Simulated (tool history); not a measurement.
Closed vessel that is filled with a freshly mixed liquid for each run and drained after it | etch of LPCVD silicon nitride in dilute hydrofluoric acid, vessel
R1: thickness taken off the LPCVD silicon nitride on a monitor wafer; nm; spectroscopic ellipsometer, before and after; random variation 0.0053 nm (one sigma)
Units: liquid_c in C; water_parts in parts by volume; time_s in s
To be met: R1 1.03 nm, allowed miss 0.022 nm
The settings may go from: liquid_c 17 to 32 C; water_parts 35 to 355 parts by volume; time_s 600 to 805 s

Run 1, day 0: liquid_c 24 C, water_parts 195 parts by volume, time_s 805 s. Result: R1 1.9799 nm.
Run 2, day 0.388: liquid_c 24 C, water_parts 250 parts by volume, time_s 805 s. Result: R1 1.5558 nm.
Run 3, day 0.529: liquid_c 24 C, water_parts 250 parts by volume, time_s 805 s. Result: R1 1.5573 nm.
Run 4, day 0.838: liquid_c 22.5 C, water_parts 250 parts by volume, time_s 805 s. Result: R1 1.4219 nm.
Run 5, day 1.158: liquid_c 21.5 C, water_parts 250 parts by volume, time_s 805 s. Result: R1 1.3324 nm.
Run 6, day 1.396: liquid_c 21.5 C, water_parts 215 parts by volume, time_s 805 s. Result: R1 1.5389 nm.
Run 7, day 1.512: liquid_c 20.5 C, water_parts 220 parts by volume, time_s 805 s. Result: R1 1.4 nm.
Run 8, day 1.683: liquid_c 19.5 C, water_parts 225 parts by volume, time_s 805 s. Result: R1 1.2924 nm.
Run 9, day 1.771: liquid_c 19 C, water_parts 230 parts by volume, time_s 805 s. Result: R1 1.2316 nm.

5 next moves are on the table. One of them brings every result within its allowed miss. Which?
Run A, day 1.858: liquid_c 22 C, water_parts 270 parts by volume, time_s 615 s. Result: R1 ?.
Run B, day 1.858: liquid_c 19.5 C, water_parts 250 parts by volume, time_s 750 s. Result: R1 ?.
Run C, day 1.858: liquid_c 18.5 C, water_parts 225 parts by volume, time_s 625 s. Result: R1 ?.
Run D, day 1.858: liquid_c 17 C, water_parts 220 parts by volume, time_s 735 s. Result: R1 ?.
Run E, day 1.858: liquid_c 18.5 C, water_parts 185 parts by volume, time_s 785 s. Result: R1 ?.

move       R1
   A   0.9713
   B   1.0882
   C  0.94025
   D   1.0226
   E   1.4263
A: takes the result that was furthest off past its target
B: nearer than the last run, and not there yet
C: takes the result that was furthest off past its target
D: meets every target
E: further off than the last run
The right move is D.
